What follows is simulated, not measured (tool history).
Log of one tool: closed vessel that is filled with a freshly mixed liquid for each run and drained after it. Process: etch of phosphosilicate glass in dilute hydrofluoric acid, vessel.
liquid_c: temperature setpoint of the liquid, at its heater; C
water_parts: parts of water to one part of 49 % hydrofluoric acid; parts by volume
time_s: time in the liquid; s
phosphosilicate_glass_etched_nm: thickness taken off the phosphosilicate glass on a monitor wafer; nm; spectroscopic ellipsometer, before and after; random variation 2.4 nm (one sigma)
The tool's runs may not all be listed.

run	day	liquid_c	water_parts	time_s	phosphosilicate_glass_etched_nm
1	0.000	24.0	70	105	221.92
2	0.217	24.0	50	105	321.75
3	0.362	24.5	50	105	329.16
4	0.717	25.0	50	105	332.18
5	1.079	23.5	50	105	317.83
6	1.392	23.5	70	105	218.93

Run 7 comes next. What will it give?
7	1.654	27.5	55	105	?

{"run 7": {"phosphosilicate_glass_etched_nm": 335.3}}

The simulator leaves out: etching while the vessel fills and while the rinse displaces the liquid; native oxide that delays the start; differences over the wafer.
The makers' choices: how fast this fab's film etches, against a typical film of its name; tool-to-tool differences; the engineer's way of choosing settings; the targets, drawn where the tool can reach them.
